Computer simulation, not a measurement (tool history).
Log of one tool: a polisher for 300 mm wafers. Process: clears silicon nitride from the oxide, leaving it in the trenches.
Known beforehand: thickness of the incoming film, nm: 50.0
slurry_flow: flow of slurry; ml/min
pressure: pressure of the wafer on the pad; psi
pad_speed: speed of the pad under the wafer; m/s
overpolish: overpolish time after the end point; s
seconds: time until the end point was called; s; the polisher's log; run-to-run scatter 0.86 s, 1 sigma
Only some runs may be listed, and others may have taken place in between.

run  hour  slurry_flow  pressure  pad_speed  overpolish  seconds
  1     0          170       2.4       0.78          18   101.38
  2   6.9          190       2.4       0.78          18   99.791
  3   9.6          190       2.8        0.8          18   83.308
  4  16.6          155       2.8        0.8          18   83.681
  5  18.6          155       2.8       0.62          18   111.04
  6  26.5          155       2.8       0.62          19    110.1

What does the tool deliver on the next run?
  7  27.9          155       3.1        0.7          19        ?

seconds: 86.294 s

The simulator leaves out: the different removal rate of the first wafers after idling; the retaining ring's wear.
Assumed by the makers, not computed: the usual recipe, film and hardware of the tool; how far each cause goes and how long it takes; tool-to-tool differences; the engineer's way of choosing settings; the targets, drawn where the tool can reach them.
